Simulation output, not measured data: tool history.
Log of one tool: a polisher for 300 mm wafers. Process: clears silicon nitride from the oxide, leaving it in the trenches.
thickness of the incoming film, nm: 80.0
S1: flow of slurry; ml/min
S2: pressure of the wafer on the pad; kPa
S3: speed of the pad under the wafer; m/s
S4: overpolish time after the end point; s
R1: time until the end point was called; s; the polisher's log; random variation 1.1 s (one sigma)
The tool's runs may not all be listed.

run    day   S1    S2    S3  S4      R1
  1      0  220  15.9  0.82  46  116.42
  2  0.062  190  15.9  0.82  46   113.9
  3  0.325  190  15.9  0.92  46  103.02
  4  0.583  190  15.9  0.92  49  101.04
  5  0.762  190  15.9  0.72  49   128.8
  6  0.942  190  15.9  0.54  49   162.5

The next listed run, before its measurement:
  7  1.212  190  16.5  0.56  49   ?

R1: 151.6 s

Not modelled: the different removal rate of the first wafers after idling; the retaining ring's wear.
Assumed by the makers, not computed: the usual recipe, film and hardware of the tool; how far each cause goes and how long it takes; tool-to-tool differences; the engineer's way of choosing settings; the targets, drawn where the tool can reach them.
